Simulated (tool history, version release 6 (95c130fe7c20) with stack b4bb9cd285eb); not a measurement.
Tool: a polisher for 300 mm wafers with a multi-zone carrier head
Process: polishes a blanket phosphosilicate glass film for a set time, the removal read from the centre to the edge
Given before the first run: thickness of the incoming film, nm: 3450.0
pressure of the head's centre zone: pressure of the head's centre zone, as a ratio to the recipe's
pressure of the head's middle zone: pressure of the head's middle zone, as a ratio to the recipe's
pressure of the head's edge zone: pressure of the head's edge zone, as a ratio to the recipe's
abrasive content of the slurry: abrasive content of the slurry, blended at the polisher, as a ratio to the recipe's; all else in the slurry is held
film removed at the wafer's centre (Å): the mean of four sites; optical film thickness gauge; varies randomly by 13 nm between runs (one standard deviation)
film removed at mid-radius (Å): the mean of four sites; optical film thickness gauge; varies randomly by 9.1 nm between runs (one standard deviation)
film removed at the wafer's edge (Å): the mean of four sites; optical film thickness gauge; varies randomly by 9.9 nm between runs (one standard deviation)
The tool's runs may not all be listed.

| run | hour | flow of slurry (ml/min) | pressure of the head's centre zone | pressure of the head's middle zone | pressure of the head's edge zone | abrasive content of the slurry | polishing time (s) | film removed at the wafer's centre (Å) | film removed at mid-radius (Å) | film removed at the wafer's edge (Å) |
|---|---|---|---|---|---|---|---|---|---|---|
| 1 | 0.0 | 155 | 1.00 | 1.00 | 1.00 | 1.00 | 72 | 6964.4 | 7132.1 | 7181.6 |
| 2 | 4.6 | 125 | 1.00 | 1.00 | 1.00 | 1.00 | 72 | 6564.8 | 6684.8 | 6755.7 |
| 3 | 11.9 | 150 | 1.00 | 1.03 | 1.03 | 1.10 | 72 | 7030.2 | 7419.7 | 7327.1 |
| 4 | 20.3 | 165 | 1.00 | 1.05 | 1.05 | 1.20 | 73 | 7732.4 | 8092.4 | 7809.2 |
| 5 | 24.5 | 175 | 0.98 | 1.06 | 1.07 | 1.25 | 75 | 7862.2 | 8550.4 | 8476.7 |
| 6 | 30.8 | 175 | 0.98 | 1.06 | 0.98 | 1.25 | 75 | 8035.4 | 8606.8 | 8095.3 |
| 7 | 34.6 | 185 | 0.97 | 1.08 | 1.01 | 1.30 | 76 | 8171.2 | 9134.6 | 8341.9 |

Expected results for the next run?
| 8 | 43.0 | 190 | 0.97 | 1.09 | 1.04 | 1.35 | 77 | ? | ? | ? |

Run 8 came out at film removed at the wafer's centre (Å) 8452.8, film removed at mid-radius (Å) 9302.8, film removed at the wafer's edge (Å) 8875.2.

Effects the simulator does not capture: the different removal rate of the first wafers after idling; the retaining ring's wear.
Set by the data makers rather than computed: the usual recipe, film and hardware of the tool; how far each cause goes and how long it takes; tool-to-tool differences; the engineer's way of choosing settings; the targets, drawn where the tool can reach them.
